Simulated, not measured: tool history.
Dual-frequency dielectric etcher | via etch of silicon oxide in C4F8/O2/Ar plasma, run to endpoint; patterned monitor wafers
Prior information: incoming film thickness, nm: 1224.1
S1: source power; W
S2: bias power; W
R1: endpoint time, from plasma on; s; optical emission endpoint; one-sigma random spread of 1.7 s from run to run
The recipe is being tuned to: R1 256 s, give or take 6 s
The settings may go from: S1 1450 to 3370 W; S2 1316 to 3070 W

| run | day | S1 | S2 | R1 |
|---|---|---|---|---|
| 1 | 0 | 2410 | 2193 | 222.44 |
| 2 | 0.221 | 2830 | 2193 | 208.7 |
| 3 | 0.358 | 2650 | 2139 | 213.55 |
| 4 | 0.412 | 2650 | 2453 | 207.7 |
| 5 | 0.554 | 2470 | 2383 | 215.11 |
| 6 | 0.683 | 2320 | 2326 | 220.33 |
| 7 | 1.029 | 2190 | 2261 | 229.3 |
| 8 | 1.338 | 2100 | 2236 | 228.72 |
| 9 | 1.592 | 2000 | 2177 | 233.59 |
| 10 | 1.733 | 1920 | 2132 | 240.2 |
| 11 | 2.096 | 1860 | 2114 | 245.2 |
| 12 | 2.258 | 1820 | 2104 | 247.22 |
| 13 | 2.542 | 1790 | 2096 | 246.92 |
| 14 | 2.721 | 1760 | 2087 | 249.08 |

Below are 5 possible settings for the next run. Only one of them brings all results inside the allowed miss of their targets. Which is it?
| A | 2.9 | 1810 | 1851 | ? |
| B | 2.9 | 1710 | 2364 | ? |
| C | 2.9 | 1910 | 2197 | ? |
| D | 2.9 | 2040 | 1946 | ? |
| E | 2.9 | 2200 | 1874 | ? |

| move | R1 |
|---|---|
| A | 256.66 |
| B | 242.64 |
| C | 239.32 |
| D | 242.84 |
| E | 239.31 |
A: every result within its allowed miss
B: further off than the last run
C: further off than the last run
D: further off than the last run
E: further off than the last run
A is the move that brings every result within its allowed miss.
